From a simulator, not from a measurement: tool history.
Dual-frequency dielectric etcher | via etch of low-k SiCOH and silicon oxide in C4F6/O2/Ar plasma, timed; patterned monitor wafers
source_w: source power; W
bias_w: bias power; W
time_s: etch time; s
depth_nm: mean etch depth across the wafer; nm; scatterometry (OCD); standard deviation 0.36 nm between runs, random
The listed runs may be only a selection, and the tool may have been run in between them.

Run 1, hour 0.0: source_w 390 W, bias_w 147 W, time_s 47.5 s. Result: depth_nm 138.32 nm.
Run 2, hour 0.6: source_w 390 W, bias_w 147 W, time_s 43.0 s. Result: depth_nm 124.99 nm.
Run 3, hour 6.5: source_w 370 W, bias_w 146 W, time_s 43.0 s. Result: depth_nm 122.63 nm.
Run 4, hour 13.1: source_w 440 W, bias_w 146 W, time_s 43.0 s. Result: depth_nm 131.26 nm.
Run 5, hour 15.7: source_w 440 W, bias_w 146 W, time_s 43.0 s. Result: depth_nm 130.50 nm.
Run 6, hour 17.7: source_w 440 W, bias_w 127 W, time_s 43.0 s. Result: depth_nm 124.60 nm.
Run 7, hour 19.3: source_w 420 W, bias_w 126 W, time_s 43.0 s. Result: depth_nm 121.48 nm.
Run 8, hour 21.2: source_w 410 W, bias_w 126 W, time_s 43.0 s. Result: depth_nm 121.04 nm.
Run 9, hour 27.1: source_w 400 W, bias_w 125 W, time_s 43.0 s. Result: depth_nm 119.45 nm.

Run 10 has not been measured yet. What should we expect?
Run 10, hour 28.7: source_w 390 W, bias_w 125 W, time_s 43.0 s. Result: depth_nm ?.

depth_nm: 118.42 nm
